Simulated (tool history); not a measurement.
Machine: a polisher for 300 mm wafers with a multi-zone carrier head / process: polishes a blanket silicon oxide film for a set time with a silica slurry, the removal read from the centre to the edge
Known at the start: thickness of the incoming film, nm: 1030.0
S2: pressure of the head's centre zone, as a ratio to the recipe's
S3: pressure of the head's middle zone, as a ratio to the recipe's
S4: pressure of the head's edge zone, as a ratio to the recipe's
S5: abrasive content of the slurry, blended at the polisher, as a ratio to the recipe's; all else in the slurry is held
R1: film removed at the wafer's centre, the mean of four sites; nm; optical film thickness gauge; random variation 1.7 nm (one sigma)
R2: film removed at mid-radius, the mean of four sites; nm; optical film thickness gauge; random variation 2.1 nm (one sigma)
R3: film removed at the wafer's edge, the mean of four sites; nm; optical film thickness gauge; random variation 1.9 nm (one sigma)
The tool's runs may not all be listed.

{"run": 1, "day": 0.0, "flow of slurry (ml/min)": 240, "S2": 1, "S3": 1, "S4": 1, "S5": 1, "polishing time (s)": 51, "R1": 262.05, "R2": 259.61, "R3": 266.03}
{"run": 2, "day": 0.05, "flow of slurry (ml/min)": 240, "S2": 1, "S3": 0.92, "S4": 1, "S5": 1, "polishing time (s)": 51, "R1": 258.58, "R2": 244.95, "R3": 261.05}
{"run": 3, "day": 0.383, "flow of slurry (ml/min)": 245, "S2": 0.99, "S3": 0.94, "S4": 0.97, "S5": 0.9, "polishing time (s)": 50, "R1": 240.95, "R2": 234.63, "R3": 241.97}
{"run": 4, "day": 0.5, "flow of slurry (ml/min)": 245, "S2": 1.05, "S3": 0.94, "S4": 0.97, "S5": 0.9, "polishing time (s)": 50, "R1": 258.43, "R2": 232.96, "R3": 244.29}
{"run": 5, "day": 0.821, "flow of slurry (ml/min)": 250, "S2": 1.03, "S3": 0.95, "S4": 0.94, "S5": 0.85, "polishing time (s)": 49, "R1": 242.28, "R2": 230.72, "R3": 227.75}
{"run": 6, "day": 1.1, "flow of slurry (ml/min)": 250, "S2": 1.01, "S3": 0.94, "S4": 0.92, "S5": 0.8, "polishing time (s)": 49, "R1": 231.2, "R2": 220.4, "R3": 225.94}
{"run": 7, "day": 1.154, "flow of slurry (ml/min)": 260, "S2": 1.01, "S3": 0.96, "S4": 0.91, "S5": 0.75, "polishing time (s)": 48, "R1": 224.9, "R2": 218.33, "R3": 213.46}

Run 8 has not been measured yet. What should we expect?
{"run": 8, "day": 1.258, "flow of slurry (ml/min)": 250, "S2": 0.91, "S3": 0.98, "S4": 0.83, "S5": 0.5, "polishing time (s)": 46, "R1": "?", "R2": "?", "R3": "?"}

Run 8 gave R1 168.3 nm, R2 183.76 nm, R3 169.68 nm.
